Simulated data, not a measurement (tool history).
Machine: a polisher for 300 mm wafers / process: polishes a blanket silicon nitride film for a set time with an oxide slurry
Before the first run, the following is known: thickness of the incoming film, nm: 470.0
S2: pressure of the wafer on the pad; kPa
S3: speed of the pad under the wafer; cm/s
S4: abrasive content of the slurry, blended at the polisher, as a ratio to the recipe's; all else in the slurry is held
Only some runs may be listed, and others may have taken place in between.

{"run": 1, "day": 0.0, "flow of slurry (ml/min)": 165, "S2": 30.3, "S3": 88, "S4": 1, "polishing time (s)": 56, "film removed (angstrom)": 460.42}
{"run": 2, "day": 0.054, "flow of slurry (ml/min)": 165, "S2": 30.3, "S3": 88, "S4": 1.2, "polishing time (s)": 56, "film removed (angstrom)": 512.44}
{"run": 3, "day": 0.096, "flow of slurry (ml/min)": 165, "S2": 36.5, "S3": 88, "S4": 1.2, "polishing time (s)": 56, "film removed (angstrom)": 607.06}
{"run": 4, "day": 0.379, "flow of slurry (ml/min)": 195, "S2": 36.5, "S3": 88, "S4": 1.2, "polishing time (s)": 56, "film removed (angstrom)": 608.97}
{"run": 5, "day": 0.617, "flow of slurry (ml/min)": 195, "S2": 36.5, "S3": 88, "S4": 1.2, "polishing time (s)": 50, "film removed (angstrom)": 556.97}
{"run": 6, "day": 0.788, "flow of slurry (ml/min)": 195, "S2": 33.1, "S3": 88, "S4": 1.2, "polishing time (s)": 50, "film removed (angstrom)": 503.9}

Expected results for the next run?
{"run": 7, "day": 0.983, "flow of slurry (ml/min)": 195, "S2": 30.3, "S3": 88, "S4": 1.2, "polishing time (s)": 50, "film removed (angstrom)": "?"}

{"run 7": {"film removed (angstrom)": 460.28}}
